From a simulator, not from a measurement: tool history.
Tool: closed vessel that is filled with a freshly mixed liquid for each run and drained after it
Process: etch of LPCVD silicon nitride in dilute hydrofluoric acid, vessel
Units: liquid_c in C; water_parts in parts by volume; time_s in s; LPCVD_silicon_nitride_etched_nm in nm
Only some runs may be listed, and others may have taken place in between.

| run | day | liquid_c | water_parts | time_s | LPCVD_silicon_nitride_etched_nm |
|---|---|---|---|---|---|
| 1 | 0 | 22 | 80 | 2650 | 15.631 |
| 2 | 0.196 | 22 | 95 | 2650 | 13.195 |
| 3 | 0.421 | 21 | 95 | 2650 | 12.239 |
| 4 | 0.546 | 21 | 85 | 2650 | 13.722 |
| 5 | 0.642 | 20.5 | 90 | 2650 | 12.553 |
| 6 | 0.983 | 23 | 90 | 2650 | 15.178 |
| 7 | 1.1 | 22 | 90 | 2650 | 14.159 |
| 8 | 1.271 | 21 | 90 | 2650 | 13.026 |
| 9 | 1.521 | 21 | 90 | 2650 | 12.994 |
| 10 | 1.867 | 20.5 | 90 | 2650 | 12.62 |

What will run 11 give?
|  | 1.946 | hydrofluoric acid flow meter replaced |
| 11 | 1.946 | 17 | 105 | 2650 | ? |

{"run 11": {"LPCVD_silicon_nitride_etched_nm": 7.8524}}
